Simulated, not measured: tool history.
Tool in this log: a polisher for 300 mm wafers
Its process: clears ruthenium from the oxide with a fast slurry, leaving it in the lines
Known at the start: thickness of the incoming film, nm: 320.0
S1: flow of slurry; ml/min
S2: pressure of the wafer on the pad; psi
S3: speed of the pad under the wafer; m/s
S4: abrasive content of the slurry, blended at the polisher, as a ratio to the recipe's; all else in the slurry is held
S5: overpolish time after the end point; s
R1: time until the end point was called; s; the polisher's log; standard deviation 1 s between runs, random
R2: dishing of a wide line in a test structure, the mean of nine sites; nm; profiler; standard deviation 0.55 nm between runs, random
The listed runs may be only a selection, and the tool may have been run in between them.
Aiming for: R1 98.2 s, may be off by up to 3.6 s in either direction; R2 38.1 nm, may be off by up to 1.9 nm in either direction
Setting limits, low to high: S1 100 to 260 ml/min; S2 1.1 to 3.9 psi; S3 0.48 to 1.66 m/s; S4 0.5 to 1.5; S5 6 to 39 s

run,hour,S1,S2,S3,S4,S5,R1,R2
1,0,165,2.5,1.06,1,20,71.265,80.389
2,6,170,2.3,1.06,1,17,77.204,64.521
3,12.9,145,2.3,1.06,1,17,79.535,63.788
4,16,145,2.3,0.86,1,17,97.827,52.304
5,20.9,150,2.3,0.86,1,15,94.689,46.738
6,28,150,2.3,0.86,1,22,96.785,66.624
7,36.7,160,2.2,0.86,1,19,98.069,57.866
8,39,160,2.2,0.84,1,17,101.6,51.661
9,39.9,160,2.2,0.84,1,15,101.96,46.064
10,42.1,160,2.2,0.84,1,14,103.26,41.924

5 next moves are on the table. One of them brings every result within its allowed miss. Which?
A,44.3,190,2.4,0.84,0.8,12,?,?
B,44.3,170,2.2,0.88,1.2,10,?,?
C,44.3,150,2.4,0.84,0.9,10,?,?
D,44.3,210,2.1,0.86,1,11,?,?
E,44.3,115,2.4,0.9,1.15,11,?,?

move,R1,R2
A,97.129,38.236
B,90.151,34.606
C,97.259,32.243
D,99.039,34.647
E,89.248,38.152
A: every result within its allowed miss
B: moves the result that the last run missed by most past its target, out the other side
C: moves the result that the last run missed by most past its target, out the other side
D: moves the result that the last run missed by most past its target, out the other side
E: the worst result of the last run now meets its target, but another is out of spec
Correct choice: A, which meets every target
